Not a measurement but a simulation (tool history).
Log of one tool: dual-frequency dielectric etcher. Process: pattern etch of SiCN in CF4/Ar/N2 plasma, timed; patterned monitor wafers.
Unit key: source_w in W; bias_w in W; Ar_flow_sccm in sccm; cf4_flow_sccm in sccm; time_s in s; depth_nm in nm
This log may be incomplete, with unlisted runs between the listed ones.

Run 1, hour 0.0: source_w 310 W, bias_w 71 W, Ar_flow_sccm 71 sccm, cf4_flow_sccm 55 sccm, time_s 184.5 s. Result: depth_nm 116.75 nm.
Run 2, hour 8.8: source_w 330 W, bias_w 72 W, Ar_flow_sccm 71 sccm, cf4_flow_sccm 55 sccm, time_s 184.5 s. Result: depth_nm 122.82 nm.
Run 3, hour 15.7: source_w 350 W, bias_w 73 W, Ar_flow_sccm 71 sccm, cf4_flow_sccm 55 sccm, time_s 184.5 s. Result: depth_nm 127.65 nm.
Run 4, hour 19.2: source_w 360 W, bias_w 74 W, Ar_flow_sccm 71 sccm, cf4_flow_sccm 55 sccm, time_s 184.5 s. Result: depth_nm 130.39 nm.
Run 5, hour 26.1: source_w 370 W, bias_w 75 W, Ar_flow_sccm 71 sccm, cf4_flow_sccm 55 sccm, time_s 184.5 s. Result: depth_nm 133.91 nm.
Run 6, hour 29.6: source_w 320 W, bias_w 75 W, Ar_flow_sccm 71 sccm, cf4_flow_sccm 55 sccm, time_s 184.5 s. Result: depth_nm 121.21 nm.

Run 7 has not been measured yet. What should we expect?
Run 7, hour 31.9: source_w 340 W, bias_w 76 W, Ar_flow_sccm 71 sccm, cf4_flow_sccm 55 sccm, time_s 184.5 s. Result: depth_nm ?.

depth_nm: 127.66 nm

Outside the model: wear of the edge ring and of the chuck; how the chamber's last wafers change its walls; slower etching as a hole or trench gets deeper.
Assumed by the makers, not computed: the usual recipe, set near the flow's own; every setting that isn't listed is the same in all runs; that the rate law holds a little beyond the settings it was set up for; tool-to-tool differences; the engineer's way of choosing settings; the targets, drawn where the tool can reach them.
